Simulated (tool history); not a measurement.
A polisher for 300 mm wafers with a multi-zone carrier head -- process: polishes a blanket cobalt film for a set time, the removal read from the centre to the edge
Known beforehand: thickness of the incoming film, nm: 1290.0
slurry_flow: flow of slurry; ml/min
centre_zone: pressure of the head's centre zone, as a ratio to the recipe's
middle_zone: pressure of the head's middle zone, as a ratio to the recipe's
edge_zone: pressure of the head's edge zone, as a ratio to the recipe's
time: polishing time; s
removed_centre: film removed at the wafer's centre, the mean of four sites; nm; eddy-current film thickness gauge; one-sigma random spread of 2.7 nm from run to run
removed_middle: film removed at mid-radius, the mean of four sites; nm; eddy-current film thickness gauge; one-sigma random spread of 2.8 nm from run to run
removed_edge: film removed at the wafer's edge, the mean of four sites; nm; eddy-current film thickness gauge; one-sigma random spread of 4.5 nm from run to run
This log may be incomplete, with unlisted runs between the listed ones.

{"run": 1, "hour": 0.0, "slurry_flow": 150, "centre_zone": 1, "middle_zone": 1, "edge_zone": 1, "time": 57, "removed_centre": 492.01, "removed_middle": 495.07, "removed_edge": 483.35}
{"run": 2, "hour": 7.6, "slurry_flow": 150, "centre_zone": 1, "middle_zone": 1.04, "edge_zone": 1, "time": 57, "removed_centre": 494.45, "removed_middle": 519.12, "removed_edge": 496.17}
{"run": 3, "hour": 11.9, "slurry_flow": 150, "centre_zone": 1, "middle_zone": 1.04, "edge_zone": 1, "time": 64, "removed_centre": 554.36, "removed_middle": 575.39, "removed_edge": 547.19}
{"run": 4, "hour": 15.6, "slurry_flow": 145, "centre_zone": 0.98, "middle_zone": 1.02, "edge_zone": 0.98, "time": 63, "removed_centre": 526.93, "removed_middle": 555.13, "removed_edge": 537.7}
{"run": 5, "hour": 16.5, "slurry_flow": 145, "centre_zone": 0.98, "middle_zone": 1.02, "edge_zone": 0.98, "time": 53, "removed_centre": 451.06, "removed_middle": 462.02, "removed_edge": 447.46}
{"run": 6, "hour": 19.8, "slurry_flow": 140, "centre_zone": 0.97, "middle_zone": 1.02, "edge_zone": 0.98, "time": 53, "removed_centre": 443.93, "removed_middle": 469.19, "removed_edge": 451.72}
{"run": 7, "hour": 25.8, "slurry_flow": 135, "centre_zone": 0.96, "middle_zone": 1.01, "edge_zone": 0.97, "time": 53, "removed_centre": 433.11, "removed_middle": 455.29, "removed_edge": 437.79}
{"run": 8, "hour": 31.0, "slurry_flow": 130, "centre_zone": 0.96, "middle_zone": 1, "edge_zone": 0.98, "time": 53, "removed_centre": 432.29, "removed_middle": 443.16, "removed_edge": 446.53}
{"run": 9, "hour": 38.7, "slurry_flow": 130, "centre_zone": 0.96, "middle_zone": 1, "edge_zone": 0.98, "time": 53, "removed_centre": 432.04, "removed_middle": 448.68, "removed_edge": 442.91}
{"run": 10, "hour": 46.7, "slurry_flow": 125, "centre_zone": 0.95, "middle_zone": 1, "edge_zone": 0.98, "time": 53, "removed_centre": 419.71, "removed_middle": 443.27, "removed_edge": 437.55}

What does the tool deliver on the next run?
{"run": 11, "hour": 53.4, "slurry_flow": 95, "centre_zone": 0.94, "middle_zone": 0.98, "edge_zone": 0.98, "time": 53, "removed_centre": "?", "removed_middle": "?", "removed_edge": "?"}

{"run 11": {"removed_centre": 385.32, "removed_middle": 406.51, "removed_edge": 419.62}}

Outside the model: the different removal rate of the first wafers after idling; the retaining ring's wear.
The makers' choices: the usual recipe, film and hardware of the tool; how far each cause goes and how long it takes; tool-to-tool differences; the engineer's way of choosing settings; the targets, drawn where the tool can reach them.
